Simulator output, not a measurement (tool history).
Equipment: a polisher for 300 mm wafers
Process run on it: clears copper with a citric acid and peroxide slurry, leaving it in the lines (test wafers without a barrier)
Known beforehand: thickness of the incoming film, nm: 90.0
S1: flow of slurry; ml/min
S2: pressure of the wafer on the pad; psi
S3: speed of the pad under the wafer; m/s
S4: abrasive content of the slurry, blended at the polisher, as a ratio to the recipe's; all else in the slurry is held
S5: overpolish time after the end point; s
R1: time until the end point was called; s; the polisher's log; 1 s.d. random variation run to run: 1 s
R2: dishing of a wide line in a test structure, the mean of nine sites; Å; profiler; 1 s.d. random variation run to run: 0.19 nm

run,hour,S1,S2,S3,S4,S5,R1,R2
1,0,245,2,0.84,1,16,62.106,140.07
2,5.4,285,2,0.84,1,16,63.638,141.45
3,12.5,285,2,0.84,0.9,16,63.543,145.65
4,14.3,285,2,0.62,0.9,16,84.76,112.2
5,22.2,285,2,0.62,0.9,20,85.012,133.56
6,28.3,285,2,0.62,0.9,18,84.808,124.86
7,30.5,285,2,0.62,0.9,17,85.097,115.57

Expected results for the next run?
8,36.3,285,2,0.62,0.9,16,?,?

R1: 84.118 s
R2: 108.99 Å

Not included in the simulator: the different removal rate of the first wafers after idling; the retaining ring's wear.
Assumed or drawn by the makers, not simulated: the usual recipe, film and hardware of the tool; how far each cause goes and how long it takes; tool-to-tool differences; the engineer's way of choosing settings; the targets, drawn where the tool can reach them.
